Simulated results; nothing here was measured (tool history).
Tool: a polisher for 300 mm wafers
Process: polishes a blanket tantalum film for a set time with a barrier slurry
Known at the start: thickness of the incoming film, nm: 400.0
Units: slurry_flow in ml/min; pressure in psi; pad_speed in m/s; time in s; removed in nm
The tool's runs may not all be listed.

run,hour,slurry_flow,pressure,pad_speed,slurry_solids,time,removed
1,0.0,310,1.5,0.76,1.0,59,50.505
2,7.6,310,1.5,0.76,1.0,61,52.393
3,15.6,245,1.5,0.76,1.0,61,51.253
4,17.8,245,1.5,0.90,1.0,61,60.019
5,24.8,245,1.7,0.90,1.0,61,68.750
6,32.5,275,1.7,0.90,1.0,61,68.970

Forecast run 7:
7,40.3,275,1.3,0.88,1.0,61,?

removed: 51.095 nm
